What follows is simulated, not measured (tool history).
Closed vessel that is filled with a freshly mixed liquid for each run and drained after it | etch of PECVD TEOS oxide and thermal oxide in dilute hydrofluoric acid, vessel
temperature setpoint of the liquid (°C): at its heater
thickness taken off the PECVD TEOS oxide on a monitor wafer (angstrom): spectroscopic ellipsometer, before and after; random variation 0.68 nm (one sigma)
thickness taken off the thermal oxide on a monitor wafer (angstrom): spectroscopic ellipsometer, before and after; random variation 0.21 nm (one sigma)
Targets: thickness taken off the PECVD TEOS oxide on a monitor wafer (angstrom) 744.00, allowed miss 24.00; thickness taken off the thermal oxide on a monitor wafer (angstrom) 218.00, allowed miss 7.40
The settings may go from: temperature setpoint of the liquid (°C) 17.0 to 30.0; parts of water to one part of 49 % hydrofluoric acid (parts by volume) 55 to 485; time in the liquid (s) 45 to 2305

| run | hour | temperature setpoint of the liquid (°C) | parts of water to one part of 49 % hydrofluoric acid (parts by volume) | time in the liquid (s) | thickness taken off the PECVD TEOS oxide on a monitor wafer (angstrom) | thickness taken off the thermal oxide on a monitor wafer (angstrom) |
|---|---|---|---|---|---|---|
| 1 | 0.0 | 22.0 | 270 | 1175 | 503.16 | 149.65 |
| 2 | 8.6 | 22.0 | 180 | 1175 | 833.40 | 243.85 |
| 3 | 16.8 | 25.5 | 180 | 1175 | 960.32 | 275.59 |
| 4 | 17.8 | 25.5 | 120 | 1175 | 1522.90 | 444.19 |
| 5 | 22.4 | 27.5 | 120 | 1175 | 1651.00 | 492.77 |
| 6 | 24.7 | 25.5 | 130 | 1175 | 1407.00 | 414.75 |
| 7 | 32.1 | 24.0 | 140 | 1175 | 1187.10 | 356.02 |
| 8 | 37.3 | 20.0 | 170 | 1160 | 814.81 | 242.25 |
| 9 | 43.0 | 19.5 | 170 | 1160 | 807.84 | 234.17 |
| 10 | 51.4 | 18.5 | 185 | 1160 | 702.01 | 204.89 |
| 11 | 56.0 | 18.5 | 185 | 1160 | 693.60 | 202.15 |

Which of these 4 next moves meets every target?
| A | 60.6 | 19.0 | 185 | 1210 | ? | ? |
| B | 60.6 | 19.5 | 170 | 965 | ? | ? |
| C | 60.6 | 25.0 | 250 | 1165 | ? | ? |
| D | 60.6 | 28.5 | 360 | 1865 | ? | ? |

| move | thickness taken off the PECVD TEOS oxide on a monitor wafer (angstrom) | thickness taken off the thermal oxide on a monitor wafer (angstrom) |
|---|---|---|
| A | 731.89 | 213.41 |
| B | 657.53 | 191.73 |
| C | 611.14 | 178.20 |
| D | 682.37 | 198.97 |
A: meets every target
B: further off than the last run
C: further off than the last run
D: further off than the last run
The right move is A.
